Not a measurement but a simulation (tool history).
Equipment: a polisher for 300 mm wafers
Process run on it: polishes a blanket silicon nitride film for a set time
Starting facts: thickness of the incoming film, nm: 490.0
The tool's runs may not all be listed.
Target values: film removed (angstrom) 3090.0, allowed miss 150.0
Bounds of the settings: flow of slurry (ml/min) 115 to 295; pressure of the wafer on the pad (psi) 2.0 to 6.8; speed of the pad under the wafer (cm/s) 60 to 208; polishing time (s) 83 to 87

run  hour  flow of slurry (ml/min)  pressure of the wafer on the pad (psi)  speed of the pad under the wafer (cm/s)  polishing time (s)  film removed (angstrom)
  1   0.0                      190                                     4.4                                      134                  83                   2238.8
  2   3.2                      190                                     4.4                                      120                  83                   2073.4
  3   8.8                      190                                     4.8                                      122                  83                   2230.5
  4   9.6                      190                                     4.8                                      122                  87                   2398.7
  5  16.1                      190                                     4.8                                      122                  87                   2324.8
  6  22.7                      190                                     5.1                                      124                  87                   2519.0
  7  30.0                      190                                     5.3                                      126                  87                   2605.2
  8  35.9                      190                                     5.5                                      128                  87                   2733.5
  9  44.3                      190                                     5.7                                      128                  87                   2820.9
 10  47.6                      190                                     5.8                                      128                  87                   2900.4

Which single option among these 5 for the next run brings every result within its allowed miss of target? Just one does.
  A  50.9                      255                                     4.4                                      152                  87                        ?
  B  50.9                      185                                     6.4                                      108                  83                        ?
  C  50.9                      145                                     5.7                                      136                  83                        ?
  D  50.9                      205                                     5.1                                      142                  83                        ?
  E  50.9                      135                                     5.5                                      154                  87                        ?

move  film removed (angstrom)
   A                   2684.8
   B                   2655.5
   C                   2755.6
   D                   2710.3
   E                   3045.5
A: its largest miss is bigger than the last run's
B: its largest miss is bigger than the last run's
C: its largest miss is bigger than the last run's
D: its largest miss is bigger than the last run's
E: in spec on every target
The move that meets every target is E.
